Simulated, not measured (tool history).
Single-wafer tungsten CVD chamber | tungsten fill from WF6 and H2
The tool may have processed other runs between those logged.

run,day,heater temperature setpoint (°C),chamber pressure (mTorr),deposition time (s),mean film thickness on the monitor wafer (nm)
1,0.000,375,47300,19.0,35.751
2,0.050,379,47500,19.0,38.865
3,0.417,379,47500,18.1,37.225
4,0.579,372,47500,18.1,31.888
# day 0.667: thermocouple changed; heater temperature recalibrated
5,0.667,378,47700,18.1,39.962
6,0.838,380,47700,18.1,41.554
7,0.879,382,47700,18.1,43.349
8,1.062,382,47700,18.1,43.425
9,1.367,383,47700,18.1,44.337
10,1.467,384,47700,18.1,45.098

Run 11, settings as shown, results not yet in. Your forecast:
11,1.721,385,47700,18.1,?

{"run 11": {"mean film thickness on the monitor wafer (nm)": 46.247}}

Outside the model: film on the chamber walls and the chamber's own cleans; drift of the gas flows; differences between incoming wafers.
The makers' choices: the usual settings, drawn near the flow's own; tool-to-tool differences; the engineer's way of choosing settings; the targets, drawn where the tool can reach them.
